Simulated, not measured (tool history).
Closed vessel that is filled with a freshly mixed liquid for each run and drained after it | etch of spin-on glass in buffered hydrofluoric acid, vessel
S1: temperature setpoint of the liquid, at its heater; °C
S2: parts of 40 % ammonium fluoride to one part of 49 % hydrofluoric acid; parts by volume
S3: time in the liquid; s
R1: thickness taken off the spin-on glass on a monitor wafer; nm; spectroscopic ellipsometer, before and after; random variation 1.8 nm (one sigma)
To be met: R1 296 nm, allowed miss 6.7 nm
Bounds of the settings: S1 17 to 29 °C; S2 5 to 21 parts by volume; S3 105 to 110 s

| run | day | S1 | S2 | S3 | R1 |
|---|---|---|---|---|---|
| 1 | 0 | 21 | 13 | 105 | 217.29 |
| 2 | 0.229 | 22 | 13 | 105 | 228.83 |
| 3 | 0.571 | 22 | 13 | 110 | 238.2 |
| 4 | 0.871 | 23 | 13 | 110 | 254.2 |
|  | 0.996 | hydrofluoric acid flow meter replaced |
| 5 | 0.996 | 21.5 | 13 | 110 | 221.15 |
| 6 | 1.354 | 18 | 13 | 110 | 180.96 |
| 7 | 1.662 | 19.5 | 13 | 110 | 198.82 |
| 8 | 1.812 | 20.5 | 13 | 110 | 206.98 |
| 9 | 2.15 | 21.5 | 13 | 110 | 218.95 |
| 10 | 2.346 | 22.5 | 13 | 110 | 236.35 |

Which of these 5 next moves meets every target?
| A | 2.542 | 24 | 11.5 | 110 | ? |
| B | 2.542 | 24.5 | 10 | 110 | ? |
| C | 2.542 | 24 | 11 | 110 | ? |
| D | 2.542 | 23.5 | 15 | 105 | ? |
| E | 2.542 | 23.5 | 10 | 110 | ? |

| move | R1 |
|---|---|
| A | 286.13 |
| B | 336.9 |
| C | 298.81 |
| D | 204.85 |
| E | 319.03 |
A: nearer than the last run, and not there yet
B: takes the result that was furthest off past its target
C: meets every target
D: further off than the last run
E: takes the result that was furthest off past its target
Move C is the one to make.
